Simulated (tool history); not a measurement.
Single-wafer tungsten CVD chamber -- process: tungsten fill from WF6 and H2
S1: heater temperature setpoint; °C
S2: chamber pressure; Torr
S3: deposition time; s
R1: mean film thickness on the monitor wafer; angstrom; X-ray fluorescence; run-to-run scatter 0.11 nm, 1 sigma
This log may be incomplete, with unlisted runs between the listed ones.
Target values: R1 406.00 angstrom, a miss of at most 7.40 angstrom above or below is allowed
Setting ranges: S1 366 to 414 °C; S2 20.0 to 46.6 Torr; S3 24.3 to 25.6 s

run    day   S1    S2    S3      R1
  1  0.000  390  33.3  25.6  685.54
  2  0.358  386  32.6  25.6  628.82
  3  0.550  383  32.0  25.6  595.53
  4  0.808  380  31.1  25.5  550.99
  5  0.946  378  30.6  25.5  528.71
  6  1.062  376  30.1  25.5  503.01
  7  1.283  374  29.8  25.5  484.52
  8  1.383  373  29.5  25.5  472.55

Next run, 5 choices. One meets every target within its allowed miss, the rest don't. Which?
  A  1.483  385  28.0  25.6   ?
  B  1.483  367  31.7  24.5   ?
  C  1.483  379  35.3  25.6   ?
  D  1.483  377  35.5  25.6   ?
  E  1.483  367  30.0  24.3   ?

move      R1
   A  578.37
   B  420.49
   C  579.87
   D  560.27
   E  406.17
A: further off than the last run
B: gains on the last run, yet a result remains outside its allowed miss
C: further off than the last run
D: further off than the last run
E: every result within its allowed miss
Go with E: it meets all targets.
